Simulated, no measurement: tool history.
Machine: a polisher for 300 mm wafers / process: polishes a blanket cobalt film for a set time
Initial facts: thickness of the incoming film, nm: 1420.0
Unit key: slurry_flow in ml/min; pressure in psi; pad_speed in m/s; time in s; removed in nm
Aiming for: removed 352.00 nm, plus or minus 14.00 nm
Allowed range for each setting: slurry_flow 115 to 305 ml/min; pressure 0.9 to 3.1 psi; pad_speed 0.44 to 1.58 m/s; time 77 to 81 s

| run | hour | slurry_flow | pressure | pad_speed | time | removed |
|---|---|---|---|---|---|---|
| 1 | 0.0 | 195 | 2.0 | 1.00 | 77 | 438.08 |
| 2 | 1.0 | 195 | 1.9 | 1.00 | 77 | 417.05 |
| 3 | 2.4 | 150 | 1.9 | 1.00 | 77 | 407.57 |
| 4 | 6.9 | 150 | 1.8 | 1.00 | 77 | 380.48 |
| 5 | 12.7 | 150 | 1.8 | 1.16 | 77 | 431.23 |
| 6 | 15.3 | 150 | 1.8 | 1.16 | 77 | 421.32 |
| 7 | 19.9 | 150 | 1.7 | 1.16 | 77 | 415.94 |
| 8 | 26.0 | 150 | 1.6 | 1.16 | 77 | 398.79 |
| 9 | 29.2 | 150 | 1.5 | 1.16 | 77 | 380.67 |

Pick the move, out of 5, that brings all results within their allowed miss; only one does.
| A | 32.4 | 120 | 1.9 | 1.10 | 77 | ? |
| B | 32.4 | 170 | 1.2 | 1.46 | 77 | ? |
| C | 32.4 | 170 | 1.8 | 1.00 | 81 | ? |
| D | 32.4 | 145 | 1.5 | 1.02 | 80 | ? |
| E | 32.4 | 135 | 1.2 | 1.12 | 78 | ? |

| move | removed |
|---|---|
| A | 417.69 |
| B | 419.52 |
| C | 422.75 |
| D | 363.48 |
| E | 326.31 |
A: moves away from the targets compared with the last run
B: moves away from the targets compared with the last run
C: moves away from the targets compared with the last run
D: all results in spec
E: carries the result that was furthest off beyond its target, to the other side
Answer: D
